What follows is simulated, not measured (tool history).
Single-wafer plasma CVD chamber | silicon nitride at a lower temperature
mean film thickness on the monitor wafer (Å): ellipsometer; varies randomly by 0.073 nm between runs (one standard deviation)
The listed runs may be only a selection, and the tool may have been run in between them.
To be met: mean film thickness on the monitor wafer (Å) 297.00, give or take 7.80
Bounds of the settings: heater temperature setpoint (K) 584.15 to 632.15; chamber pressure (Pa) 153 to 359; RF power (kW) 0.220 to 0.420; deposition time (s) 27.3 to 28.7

run  hour  heater temperature setpoint (K)  chamber pressure (Pa)  RF power (kW)  deposition time (s)  mean film thickness on the monitor wafer (Å)
  1   0.0                           608.15                    256          0.320                 28.7                                        360.75
  2   2.3                           608.15                    248          0.310                 28.6                                        349.72
  3   8.4                           608.15                    288          0.310                 28.6                                        366.02
  4  13.3                           608.15                    276          0.300                 28.5                                        354.86
  5  19.9                           608.15                    265          0.295                 28.4                                        344.38
  6  28.7                           608.15                    265          0.255                 28.4                                        318.02
  7  29.9                           608.15                    260          0.255                 28.4                                        317.18
  8  34.7                           608.15                    255          0.255                 28.4                                        313.95
  9  36.3                           608.15                    251          0.255                 28.4                                        314.06
 10  39.0                           608.15                    247          0.255                 28.4                                        310.76

4 next moves are on the table. One of them brings every result within its allowed miss. Which?
  A  41.7                           619.15                    219          0.280                 28.7                                             ?
  B  41.7                           601.15                    279          0.270                 28.7                                             ?
  C  41.7                           605.15                    193          0.290                 27.7                                             ?
  D  41.7                           612.15                    249          0.230                 27.3                                             ?

move  mean film thickness on the monitor wafer (Å)
   A                                        314.37
   B                                        337.77
   C                                        295.76
   D                                        283.22
A: lands further from the targets than the last run did
B: lands further from the targets than the last run did
C: hits every target within its allowed miss
D: pushes the last run's worst result past its target
C is the move that brings every result within its allowed miss.
